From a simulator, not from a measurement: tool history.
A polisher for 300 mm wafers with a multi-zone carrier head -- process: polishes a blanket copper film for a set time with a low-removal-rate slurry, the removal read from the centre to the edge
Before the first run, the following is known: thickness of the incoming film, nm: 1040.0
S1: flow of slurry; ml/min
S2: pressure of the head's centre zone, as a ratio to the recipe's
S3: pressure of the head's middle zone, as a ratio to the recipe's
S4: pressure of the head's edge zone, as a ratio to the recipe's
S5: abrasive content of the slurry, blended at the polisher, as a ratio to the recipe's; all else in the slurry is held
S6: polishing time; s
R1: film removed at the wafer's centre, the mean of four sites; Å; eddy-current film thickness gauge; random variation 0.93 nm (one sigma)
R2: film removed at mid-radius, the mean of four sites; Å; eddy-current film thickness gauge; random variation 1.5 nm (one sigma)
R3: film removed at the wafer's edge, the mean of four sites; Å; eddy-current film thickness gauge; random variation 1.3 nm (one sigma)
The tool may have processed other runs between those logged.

{"run": 1, "day": 0.0, "S1": 270, "S2": 1.0, "S3": 1.0, "S4": 1.0, "S5": 1.0, "S6": 64, "R1": 1272.1, "R2": 1284.1, "R3": 1306.9}
{"run": 2, "day": 0.35, "S1": 280, "S2": 1.03, "S3": 0.96, "S4": 1.0, "S5": 0.95, "S6": 64, "R1": 1320.5, "R2": 1251.3, "R3": 1315.3}
{"run": 3, "day": 0.396, "S1": 280, "S2": 1.03, "S3": 1.04, "S4": 1.0, "S5": 0.95, "S6": 64, "R1": 1304.2, "R2": 1316.9, "R3": 1271.1}
{"run": 4, "day": 0.45, "S1": 280, "S2": 1.03, "S3": 1.04, "S4": 1.0, "S5": 1.15, "S6": 64, "R1": 1381.3, "R2": 1402.4, "R3": 1350.1}
{"run": 5, "day": 0.617, "S1": 270, "S2": 1.05, "S3": 0.98, "S4": 0.99, "S5": 1.1, "S6": 64, "R1": 1371.2, "R2": 1314.2, "R3": 1336.7}
{"run": 6, "day": 0.779, "S1": 245, "S2": 1.05, "S3": 0.98, "S4": 0.99, "S5": 1.1, "S6": 64, "R1": 1329.3, "R2": 1289.4, "R3": 1310.5}
{"run": 7, "day": 0.817, "S1": 255, "S2": 1.07, "S3": 0.94, "S4": 0.99, "S5": 1.0, "S6": 64, "R1": 1352.0, "R2": 1223.6, "R3": 1282.0}
{"run": 8, "day": 1.033, "S1": 260, "S2": 1.08, "S3": 0.91, "S4": 1.0, "S5": 0.95, "S6": 64, "R1": 1359.0, "R2": 1165.6, "R3": 1284.1}
{"run": 9, "day": 1.296, "S1": 265, "S2": 1.09, "S3": 0.89, "S4": 1.0, "S5": 0.95, "S6": 64, "R1": 1358.3, "R2": 1114.1, "R3": 1289.3}
{"run": 10, "day": 1.442, "S1": 270, "S2": 1.1, "S3": 0.88, "S4": 1.0, "S5": 0.95, "S6": 64, "R1": 1378.7, "R2": 1124.7, "R3": 1297.1}

Run 11 comes next. What will it give?
{"run": 11, "day": 1.8, "S1": 270, "S2": 1.11, "S3": 0.87, "S4": 1.0, "S5": 0.95, "S6": 64, "R1": "?", "R2": "?", "R3": "?"}

{"run 11": {"R1": 1395.8, "R2": 1141.5, "R3": 1272.5}}
